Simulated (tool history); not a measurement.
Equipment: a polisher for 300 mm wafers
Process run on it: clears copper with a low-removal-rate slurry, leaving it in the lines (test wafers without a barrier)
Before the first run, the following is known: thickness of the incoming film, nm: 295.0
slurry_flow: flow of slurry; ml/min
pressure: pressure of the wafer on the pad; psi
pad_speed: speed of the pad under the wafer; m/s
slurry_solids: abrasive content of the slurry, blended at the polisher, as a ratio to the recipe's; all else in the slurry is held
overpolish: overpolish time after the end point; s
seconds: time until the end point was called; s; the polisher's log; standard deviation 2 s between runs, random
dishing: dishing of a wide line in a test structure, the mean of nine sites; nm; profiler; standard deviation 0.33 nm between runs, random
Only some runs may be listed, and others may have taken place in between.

{"run": 1, "hour": 0.0, "slurry_flow": 310, "pressure": 2.3, "pad_speed": 1.06, "slurry_solids": 1, "overpolish": 30, "seconds": 152.71, "dishing": 42.756}
{"run": 2, "hour": 2.5, "slurry_flow": 310, "pressure": 2.3, "pad_speed": 1.06, "slurry_solids": 1.2, "overpolish": 30, "seconds": 147.7, "dishing": 43.44}
{"run": 3, "hour": 4.1, "slurry_flow": 315, "pressure": 2.3, "pad_speed": 1.06, "slurry_solids": 1.2, "overpolish": 27, "seconds": 146.83, "dishing": 39.565}
{"run": 4, "hour": 5.7, "slurry_flow": 265, "pressure": 2.3, "pad_speed": 1.06, "slurry_solids": 1.2, "overpolish": 27, "seconds": 147.55, "dishing": 39.174}
{"run": 5, "hour": 8.0, "slurry_flow": 265, "pressure": 2.7, "pad_speed": 1.06, "slurry_solids": 1.2, "overpolish": 27, "seconds": 131.19, "dishing": 43.381}
{"run": 6, "hour": 9.8, "slurry_flow": 270, "pressure": 2.7, "pad_speed": 1.06, "slurry_solids": 1.2, "overpolish": 25, "seconds": 132.39, "dishing": 40.671}
{"run": 7, "hour": 11.0, "slurry_flow": 275, "pressure": 2.7, "pad_speed": 1.06, "slurry_solids": 1.2, "overpolish": 23, "seconds": 127.68, "dishing": 37.717}
{"run": 8, "hour": 12.2, "slurry_flow": 280, "pressure": 2.7, "pad_speed": 1.06, "slurry_solids": 1.2, "overpolish": 22, "seconds": 130.28, "dishing": 36.16}
{"run": 9, "hour": 15.6, "slurry_flow": 280, "pressure": 2.7, "pad_speed": 1.06, "slurry_solids": 1.2, "overpolish": 21, "seconds": 128.64, "dishing": 35.705}

Estimate the outcome of run 10 from the log above:
{"run": 10, "hour": 17.9, "slurry_flow": 280, "pressure": 2.7, "pad_speed": 1.06, "slurry_solids": 1.2, "overpolish": 20, "seconds": "?", "dishing": "?"}

Logged for run 10: seconds 128.13 s, dishing 33.337 nm.

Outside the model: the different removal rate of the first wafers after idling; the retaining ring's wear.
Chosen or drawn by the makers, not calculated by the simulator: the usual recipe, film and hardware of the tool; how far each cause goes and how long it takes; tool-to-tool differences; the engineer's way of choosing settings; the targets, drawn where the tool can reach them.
